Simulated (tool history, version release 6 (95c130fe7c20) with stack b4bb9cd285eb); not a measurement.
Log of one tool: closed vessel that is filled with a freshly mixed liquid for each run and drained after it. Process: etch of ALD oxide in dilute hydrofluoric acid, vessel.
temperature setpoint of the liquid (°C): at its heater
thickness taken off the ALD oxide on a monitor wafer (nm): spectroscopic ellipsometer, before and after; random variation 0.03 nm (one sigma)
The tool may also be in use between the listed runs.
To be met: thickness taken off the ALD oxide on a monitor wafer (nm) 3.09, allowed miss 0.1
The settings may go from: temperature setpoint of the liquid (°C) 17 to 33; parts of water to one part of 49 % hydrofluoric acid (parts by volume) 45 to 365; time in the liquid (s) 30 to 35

| run | day | temperature setpoint of the liquid (°C) | parts of water to one part of 49 % hydrofluoric acid (parts by volume) | time in the liquid (s) | thickness taken off the ALD oxide on a monitor wafer (nm) |
|---|---|---|---|---|---|
| 1 | 0 | 25 | 205 | 35 | 5.3027 |
| 2 | 0.171 | 24 | 210 | 35 | 5.0585 |
| 3 | 0.504 | 23.5 | 220 | 35 | 4.5853 |
| 4 | 0.867 | 23.5 | 220 | 35 | 4.6726 |
| 5 | 0.975 | 23 | 225 | 35 | 4.372 |
| 6 | 1.342 | 22.5 | 230 | 35 | 4.3204 |
| 7 | 1.379 | 18.5 | 280 | 35 | 2.8703 |
| 8 | 1.471 | 19 | 280 | 35 | 2.9458 |

4 next moves are on the table. One of them brings every result within its allowed miss. Which?
| A | 1.562 | 19.5 | 265 | 30 | ? |
| B | 1.562 | 17 | 270 | 35 | ? |
| C | 1.562 | 18 | 230 | 30 | ? |
| D | 1.562 | 18 | 275 | 35 | ? |

| move | thickness taken off the ALD oxide on a monitor wafer (nm) |
|---|---|
| A | 2.741 |
| B | 2.84 |
| C | 3.0721 |
| D | 2.8862 |
A: further off than the last run
B: further off than the last run
C: meets every target
D: further off than the last run
Answer: C
